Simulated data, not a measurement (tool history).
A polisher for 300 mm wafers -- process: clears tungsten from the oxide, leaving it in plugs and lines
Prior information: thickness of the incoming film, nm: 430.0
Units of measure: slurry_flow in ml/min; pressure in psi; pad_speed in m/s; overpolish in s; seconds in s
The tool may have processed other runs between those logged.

| run | hour | slurry_flow | pressure | pad_speed | slurry_solids | overpolish | seconds |
|---|---|---|---|---|---|---|---|
| 1 | 0.0 | 240 | 2.5 | 1.30 | 1.0 | 10 | 104.550 |
| 2 | 8.4 | 240 | 3.0 | 1.30 | 1.0 | 10 | 92.586 |
| 3 | 16.2 | 240 | 2.9 | 1.30 | 1.0 | 10 | 94.928 |
| 4 | 17.3 | 240 | 2.9 | 1.30 | 1.0 | 9 | 95.296 |
| 5 | 23.1 | 240 | 2.4 | 1.30 | 1.0 | 9 | 106.870 |
| 6 | 29.3 | 240 | 2.4 | 1.30 | 1.0 | 10 | 108.800 |
| 7 | 31.0 | 240 | 2.3 | 1.30 | 1.0 | 10 | 111.320 |

What will run 8 give?
| 8 | 36.9 | 240 | 2.2 | 1.30 | 1.0 | 10 | ? |

seconds: 115.640 s
